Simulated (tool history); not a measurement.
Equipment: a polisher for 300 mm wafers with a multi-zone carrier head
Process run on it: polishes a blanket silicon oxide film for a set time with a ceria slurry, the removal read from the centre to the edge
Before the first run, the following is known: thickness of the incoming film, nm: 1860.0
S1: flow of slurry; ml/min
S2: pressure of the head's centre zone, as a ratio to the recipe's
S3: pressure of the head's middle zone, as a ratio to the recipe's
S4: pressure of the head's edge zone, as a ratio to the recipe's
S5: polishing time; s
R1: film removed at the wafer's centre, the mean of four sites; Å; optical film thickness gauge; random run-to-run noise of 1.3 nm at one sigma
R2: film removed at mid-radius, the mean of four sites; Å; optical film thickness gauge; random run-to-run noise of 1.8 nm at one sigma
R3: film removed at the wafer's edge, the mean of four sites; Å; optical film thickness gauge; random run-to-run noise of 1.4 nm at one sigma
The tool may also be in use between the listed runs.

run  hour   S1    S2    S3    S4   S5      R1      R2      R3
  1     0  165     1     1     1   74  2685.3  2776.2    2626
  2   7.6  165     1     1     1   88  3245.1  3254.6  3093.7
  3  15.5  165     1     1     1  100  3692.8  3680.3  3599.6
  4  21.5  160  0.98  0.98  0.98   92  3281.9  3304.3  3237.4
  5  23.9  175  0.98  0.98  0.98   92  3364.9  3384.6  3285.3
  6  26.6  160  0.98  0.98  0.98   92  3342.9  3324.8  3243.5
  7  28.3  155  0.96  0.97  0.97   84  2986.5  3014.8  2931.1

Run 8 comes next. What will it give?
  8  34.7  115  0.86  0.89  0.88  63   ?   ?   ?

R1: 1952.5 Å
R2: 2090.7 Å
R3: 2049.2 Å
